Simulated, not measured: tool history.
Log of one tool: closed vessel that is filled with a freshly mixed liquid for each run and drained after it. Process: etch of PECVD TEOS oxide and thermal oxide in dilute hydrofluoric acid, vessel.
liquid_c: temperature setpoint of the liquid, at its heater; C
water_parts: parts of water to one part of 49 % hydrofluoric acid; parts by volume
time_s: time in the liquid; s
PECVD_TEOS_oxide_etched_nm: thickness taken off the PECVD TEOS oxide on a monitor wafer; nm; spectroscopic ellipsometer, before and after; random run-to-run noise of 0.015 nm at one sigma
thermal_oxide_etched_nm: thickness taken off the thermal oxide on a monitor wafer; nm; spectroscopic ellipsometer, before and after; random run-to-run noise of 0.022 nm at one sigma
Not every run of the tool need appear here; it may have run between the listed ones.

run	day	liquid_c	water_parts	time_s	PECVD_TEOS_oxide_etched_nm	thermal_oxide_etched_nm
1	0	24	165	120	8.613	3.4175
2	0.321	24	130	120	11.403	4.5401
3	0.675	23	140	120	10.026	3.864
4	0.892	22.5	150	120	9.0891	3.5267
5	1.117	22	160	120	8.2799	3.261
6	1.462	19	160	120	7.3001	2.9655
7	1.712	19	165	120	7.117	2.7654
8	1.833	18.5	170	120	6.7137	2.6876
9	2.179	18.5	175	120	6.4448	2.5403

Run 10 comes next. What will it give?
10	2.554	18.5	180	120	?	?

PECVD_TEOS_oxide_etched_nm: 6.26 nm
thermal_oxide_etched_nm: 2.4769 nm
